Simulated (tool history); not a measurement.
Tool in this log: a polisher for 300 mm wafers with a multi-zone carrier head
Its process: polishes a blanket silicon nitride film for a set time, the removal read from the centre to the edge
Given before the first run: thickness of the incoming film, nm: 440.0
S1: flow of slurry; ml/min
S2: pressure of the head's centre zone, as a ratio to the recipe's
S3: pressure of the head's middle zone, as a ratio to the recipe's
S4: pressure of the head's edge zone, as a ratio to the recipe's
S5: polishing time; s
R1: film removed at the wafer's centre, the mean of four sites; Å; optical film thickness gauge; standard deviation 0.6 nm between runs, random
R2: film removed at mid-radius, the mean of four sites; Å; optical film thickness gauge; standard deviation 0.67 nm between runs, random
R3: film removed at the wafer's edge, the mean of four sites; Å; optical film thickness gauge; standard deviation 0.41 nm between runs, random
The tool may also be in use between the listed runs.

{"run": 1, "hour": 0.0, "S1": 125, "S2": 1, "S3": 1, "S4": 1, "S5": 35, "R1": 537.8, "R2": 545.88, "R3": 509.6}
{"run": 2, "hour": 7.4, "S1": 125, "S2": 1, "S3": 0.94, "S4": 1, "S5": 35, "R1": 546.67, "R2": 512.2, "R3": 515.81}
{"run": 3, "hour": 9.9, "S1": 125, "S2": 1, "S3": 1.01, "S4": 1, "S5": 35, "R1": 533.37, "R2": 556.26, "R3": 512.22}
{"run": 4, "hour": 12.9, "S1": 120, "S2": 0.99, "S3": 1, "S4": 0.99, "S5": 35, "R1": 535.83, "R2": 550.05, "R3": 515.5}
{"run": 5, "hour": 14.9, "S1": 120, "S2": 0.99, "S3": 1, "S4": 0.99, "S5": 34, "R1": 519.37, "R2": 531.01, "R3": 491.4}
{"hour": 20.6, "done": "edge zone pressure recalibrated"}
{"run": 6, "hour": 20.6, "S1": 115, "S2": 0.98, "S3": 1, "S4": 0.99, "S5": 34, "R1": 507.48, "R2": 533.46, "R3": 503.65}
{"run": 7, "hour": 26.6, "S1": 115, "S2": 0.98, "S3": 1, "S4": 0.99, "S5": 33, "R1": 487.58, "R2": 500.34, "R3": 500.17}

What does the tool deliver on the next run?
{"run": 8, "hour": 34.9, "S1": 85, "S2": 0.97, "S3": 1.02, "S4": 0.89, "S5": 31, "R1": "?", "R2": "?", "R3": "?"}

Run 8 yielded R1 423.62 Å, R2 429.35 Å, R3 415.56 Å.
